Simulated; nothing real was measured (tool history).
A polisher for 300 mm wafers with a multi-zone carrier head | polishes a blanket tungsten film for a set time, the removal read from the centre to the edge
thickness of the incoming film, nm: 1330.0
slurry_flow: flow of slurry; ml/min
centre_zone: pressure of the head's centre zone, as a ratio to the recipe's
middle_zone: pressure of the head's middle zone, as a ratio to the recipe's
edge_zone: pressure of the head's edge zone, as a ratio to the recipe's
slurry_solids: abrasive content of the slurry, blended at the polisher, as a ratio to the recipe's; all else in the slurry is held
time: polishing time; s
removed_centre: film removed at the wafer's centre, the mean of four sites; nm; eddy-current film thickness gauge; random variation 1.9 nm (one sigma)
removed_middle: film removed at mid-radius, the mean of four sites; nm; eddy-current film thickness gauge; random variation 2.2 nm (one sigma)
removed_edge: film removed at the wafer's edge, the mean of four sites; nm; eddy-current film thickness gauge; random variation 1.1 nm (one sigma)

Run 1, day 0: slurry_flow 190 ml/min, centre_zone 1, middle_zone 1, edge_zone 1, slurry_solids 1, time 59 s. Result: removed_centre 273.73 nm, removed_middle 288.57 nm, removed_edge 272.97 nm.
Run 2, day 0.204: slurry_flow 190 ml/min, centre_zone 1, middle_zone 0.96, edge_zone 1, slurry_solids 1, time 59 s. Result: removed_centre 280.29 nm, removed_middle 272.02 nm, removed_edge 273.23 nm.
Run 3, day 0.371: slurry_flow 180 ml/min, centre_zone 0.96, middle_zone 0.95, edge_zone 1, slurry_solids 0.9, time 55 s. Result: removed_centre 237.59 nm, removed_middle 242.85 nm, removed_edge 245.72 nm.
Run 4, day 0.7: slurry_flow 170 ml/min, centre_zone 0.93, middle_zone 0.94, edge_zone 0.99, slurry_solids 0.8, time 53 s. Result: removed_centre 223.85 nm, removed_middle 229.2 nm, removed_edge 232.86 nm.
Run 5, day 0.808: slurry_flow 170 ml/min, centre_zone 0.93, middle_zone 0.94, edge_zone 0.99, slurry_solids 0.65, time 53 s. Result: removed_centre 209.62 nm, removed_middle 221.11 nm, removed_edge 219.08 nm.
Run 6, day 1.096: slurry_flow 165 ml/min, centre_zone 0.9, middle_zone 0.93, edge_zone 1, slurry_solids 0.6, time 50 s. Result: removed_centre 185.35 nm, removed_middle 198.64 nm, removed_edge 206.14 nm.
Run 7, day 1.425: slurry_flow 160 ml/min, centre_zone 0.88, middle_zone 0.93, edge_zone 1, slurry_solids 0.6, time 48 s. Result: removed_centre 177.27 nm, removed_middle 190.54 nm, removed_edge 197.33 nm.
Run 8, day 1.762: slurry_flow 155 ml/min, centre_zone 0.86, middle_zone 0.93, edge_zone 1.01, slurry_solids 0.6, time 47 s. Result: removed_centre 165.33 nm, removed_middle 188.3 nm, removed_edge 193.36 nm.
Run 9, day 2: slurry_flow 150 ml/min, centre_zone 0.85, middle_zone 0.92, edge_zone 1, slurry_solids 0.6, time 46 s. Result: removed_centre 158.07 nm, removed_middle 181.74 nm, removed_edge 186.49 nm.
Run 10, day 2.233: slurry_flow 145 ml/min, centre_zone 0.84, middle_zone 0.9, edge_zone 0.99, slurry_solids 0.6, time 46 s. Result: removed_centre 156.33 nm, removed_middle 173.25 nm, removed_edge 186.1 nm.
Run 11, day 2.333: slurry_flow 140 ml/min, centre_zone 0.83, middle_zone 0.9, edge_zone 0.98, slurry_solids 0.6, time 46 s. Result: removed_centre 154.77 nm, removed_middle 168.19 nm, removed_edge 183.13 nm.
Run 12, day 2.633: slurry_flow 135 ml/min, centre_zone 0.83, middle_zone 0.9, edge_zone 0.98, slurry_solids 0.6, time 46 s. Result: removed_centre 152.91 nm, removed_middle 171.79 nm, removed_edge 184.8 nm.
Run 13, day 2.717: slurry_flow 135 ml/min, centre_zone 0.83, middle_zone 0.9, edge_zone 0.97, slurry_solids 0.6, time 46 s. Result: removed_centre 153.94 nm, removed_middle 174.43 nm, removed_edge 181.73 nm.

Run 14 comes next. What will it give?
Run 14, day 2.808: slurry_flow 130 ml/min, centre_zone 0.83, middle_zone 0.89, edge_zone 0.97, slurry_solids 0.6, time 46 s. Result: removed_centre ?, removed_middle ?, removed_edge ?.

removed_centre: 152.65 nm
removed_middle: 167.92 nm
removed_edge: 181.85 nm
